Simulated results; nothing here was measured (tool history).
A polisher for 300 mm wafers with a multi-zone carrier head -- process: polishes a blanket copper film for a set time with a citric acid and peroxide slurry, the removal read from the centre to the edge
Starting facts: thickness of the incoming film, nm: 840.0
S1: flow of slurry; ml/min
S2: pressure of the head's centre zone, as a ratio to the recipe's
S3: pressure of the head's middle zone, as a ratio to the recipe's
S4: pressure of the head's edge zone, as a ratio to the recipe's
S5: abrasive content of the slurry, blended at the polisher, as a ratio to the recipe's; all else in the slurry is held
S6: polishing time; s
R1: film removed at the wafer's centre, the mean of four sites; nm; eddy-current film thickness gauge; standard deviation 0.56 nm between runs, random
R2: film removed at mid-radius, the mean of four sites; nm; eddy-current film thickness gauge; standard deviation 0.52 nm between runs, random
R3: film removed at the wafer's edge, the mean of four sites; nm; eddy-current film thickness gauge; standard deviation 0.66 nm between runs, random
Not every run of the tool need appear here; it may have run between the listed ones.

run 1 day=0.000 | S1=300 S2=1.00 S3=1.00 S4=1.00 S5=1.00 S6=44 | R1=88.333 R2=86.740 R3=89.286
run 2 day=0.196 | S1=300 S2=1.00 S3=0.95 S4=1.00 S5=1.00 S6=44 | R1=87.592 R2=81.370 R3=86.786
run 3 day=0.400 | S1=340 S2=1.00 S3=0.95 S4=1.00 S5=1.00 S6=44 | R1=90.253 R2=84.028 R3=89.047
run 4 day=0.554 | S1=340 S2=1.05 S3=0.95 S4=1.00 S5=1.00 S6=44 | R1=94.570 R2=82.919 R3=88.139
run 5 day=0.729 | S1=315 S2=1.05 S3=0.95 S4=1.00 S5=1.00 S6=44 | R1=92.418 R2=83.108 R3=89.558
run 6 day=1.100 | S1=315 S2=1.11 S3=0.95 S4=1.00 S5=1.00 S6=44 | R1=94.884 R2=82.302 R3=87.407
run 7 day=1.204 | S1=265 S2=1.01 S3=0.91 S4=0.90 S5=0.75 S6=40 | R1=71.909 R2=64.898 R3=70.156
run 8 day=1.292 | S1=265 S2=1.00 S3=0.91 S4=0.91 S5=0.75 S6=40 | R1=71.947 R2=64.564 R3=69.610
run 9 day=1.592 | S1=265 S2=0.99 S3=0.91 S4=0.92 S5=0.75 S6=40 | R1=72.068 R2=64.911 R3=69.372
run 10 day=1.892 | S1=260 S2=0.98 S3=0.91 S4=0.93 S5=0.75 S6=40 | R1=70.395 R2=64.870 R3=70.156
run 11 day=2.000 | S1=260 S2=0.98 S3=0.91 S4=0.94 S5=0.75 S6=40 | R1=71.112 R2=65.145 R3=69.479
run 12 day=2.342 | S1=260 S2=0.98 S3=0.91 S4=0.94 S5=0.75 S6=40 | R1=72.335 R2=64.172 R3=69.622

For run 13, what comes out?
run 13 day=2.583 | S1=260 S2=0.97 S3=0.91 S4=0.94 S5=0.75 S6=40 | R1=? R2=? R3=?

R1: 70.180 nm
R2: 64.519 nm
R3: 69.737 nm
